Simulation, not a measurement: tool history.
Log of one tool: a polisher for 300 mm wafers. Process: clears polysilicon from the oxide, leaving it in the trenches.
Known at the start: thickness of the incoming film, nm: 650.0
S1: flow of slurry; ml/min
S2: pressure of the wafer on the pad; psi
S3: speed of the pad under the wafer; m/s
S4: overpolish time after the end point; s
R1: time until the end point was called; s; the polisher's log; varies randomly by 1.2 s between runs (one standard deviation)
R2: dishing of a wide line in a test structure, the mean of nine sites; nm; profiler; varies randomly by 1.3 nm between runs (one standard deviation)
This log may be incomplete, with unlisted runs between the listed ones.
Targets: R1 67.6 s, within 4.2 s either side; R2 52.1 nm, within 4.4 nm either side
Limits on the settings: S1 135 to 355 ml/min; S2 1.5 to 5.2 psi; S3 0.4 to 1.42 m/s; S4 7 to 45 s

run 1 day=0 | S1=225 S2=3.3 S3=0.9 S4=23 | R1=45.231 R2=63.416
run 2 day=0.208 | S1=225 S2=3.1 S3=0.9 S4=20 | R1=48.659 R2=61.891
run 3 day=0.458 | S1=225 S2=3.1 S3=0.9 S4=27 | R1=48.959 R2=65.114
run 4 day=0.796 | S1=225 S2=3.1 S3=0.8 S4=27 | R1=53.021 R2=63.96
-- day=0.938 head pressure recalibrated
run 5 day=0.938 | S1=230 S2=3 S3=0.78 S4=23 | R1=53.752 R2=63.342
run 6 day=1.046 | S1=210 S2=2.9 S3=0.78 S4=20 | R1=53.876 R2=65.198
run 7 day=1.408 | S1=240 S2=2.8 S3=0.78 S4=17 | R1=54.411 R2=60.494
run 8 day=1.446 | S1=255 S2=2.6 S3=0.78 S4=15 | R1=59.514 R2=55.828
run 9 day=1.646 | S1=260 S2=2.5 S3=0.78 S4=15 | R1=61.767 R2=57.764
run 10 day=2.017 | S1=270 S2=2.4 S3=0.78 S4=14 | R1=63.159 R2=56.106
run 11 day=2.183 | S1=275 S2=2.4 S3=0.78 S4=13 | R1=61.734 R2=52.32

Exercise: of the 4 proposed moves below, exactly one satisfies all targets within the stated allowed misses. Which move is it?
run A day=2.35 | S1=225 S2=2.8 S3=0.76 S4=12 | R1=? R2=?
run B day=2.35 | S1=280 S2=2.8 S3=0.6 S4=9 | R1=? R2=?
run C day=2.35 | S1=205 S2=2.6 S3=0.7 S4=14 | R1=? R2=?
run D day=2.35 | S1=355 S2=2.4 S3=0.82 S4=7 | R1=? R2=?

move=A R1=56.018 R2=54.713
move=B R1=68.754 R2=43.511
move=C R1=65.827 R2=54.568
move=D R1=57.897 R2=41.579
A: the biggest miss grows against the last run
B: brings the last run's worst result on target, with another outside its allowed miss
C: hits every target within its allowed miss
D: the biggest miss grows against the last run
C meets every target.
